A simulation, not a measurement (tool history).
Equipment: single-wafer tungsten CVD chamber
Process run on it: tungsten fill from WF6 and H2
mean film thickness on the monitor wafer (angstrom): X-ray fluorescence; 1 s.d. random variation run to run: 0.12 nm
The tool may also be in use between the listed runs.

run,hour,heater temperature setpoint (°C),chamber pressure (Pa),deposition time (s),mean film thickness on the monitor wafer (angstrom)
1,0.0,375,4133,20.4,377.30
2,4.4,381,4133,20.4,437.05
3,13.0,377,4106,20.4,395.04
4,14.2,377,4573,20.4,415.35
5,22.3,373,4546,20.4,376.82
6,25.0,370,4533,20.4,348.57
7,29.5,368,4520,20.4,331.91

Run 8 has not been measured yet. What should we expect?
8,31.3,366,4506,20.4,?

mean film thickness on the monitor wafer (angstrom): 314.76
